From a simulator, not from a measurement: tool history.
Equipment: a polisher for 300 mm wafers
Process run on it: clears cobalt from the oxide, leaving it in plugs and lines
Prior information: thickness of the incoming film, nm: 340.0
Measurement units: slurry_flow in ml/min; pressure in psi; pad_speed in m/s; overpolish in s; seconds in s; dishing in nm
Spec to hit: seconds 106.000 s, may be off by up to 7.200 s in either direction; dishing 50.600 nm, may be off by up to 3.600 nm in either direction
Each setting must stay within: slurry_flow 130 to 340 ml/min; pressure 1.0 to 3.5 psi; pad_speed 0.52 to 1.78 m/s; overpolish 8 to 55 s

run,hour,slurry_flow,pressure,pad_speed,overpolish,seconds,dishing
1,0.0,220,2.2,1.14,28,50.612,54.669
2,4.5,220,2.2,1.28,28,44.529,56.085
3,7.0,220,2.0,1.20,28,51.056,53.785
4,12.9,220,2.0,1.20,18,51.957,48.842
5,16.1,220,1.8,1.20,18,56.150,48.704
6,24.2,220,1.6,1.12,21,68.724,46.824
7,28.8,220,1.5,1.10,26,70.669,49.925
8,30.0,220,1.5,1.10,26,74.443,49.053
9,38.5,220,1.4,1.08,28,78.767,50.779
10,43.6,220,1.3,1.06,29,87.453,48.450
11,46.6,220,1.2,1.06,31,94.286,48.410
12,53.2,220,1.2,1.06,33,94.793,51.004

4 next moves are on the table. One of them brings every result within its allowed miss. Which?
A,59.8,195,1.2,1.08,27,?,?
B,59.8,230,1.1,0.98,39,?,?
C,59.8,285,1.2,1.10,55,?,?
D,59.8,225,1.5,0.64,36,?,?

move,seconds,dishing
A,94.218,45.953
B,109.550,49.580
C,88.642,54.782
D,124.850,46.306
A: further off than the last run
B: all results in spec
C: further off than the last run
D: pushes the last run's worst result past its target
The move that meets every target is B.

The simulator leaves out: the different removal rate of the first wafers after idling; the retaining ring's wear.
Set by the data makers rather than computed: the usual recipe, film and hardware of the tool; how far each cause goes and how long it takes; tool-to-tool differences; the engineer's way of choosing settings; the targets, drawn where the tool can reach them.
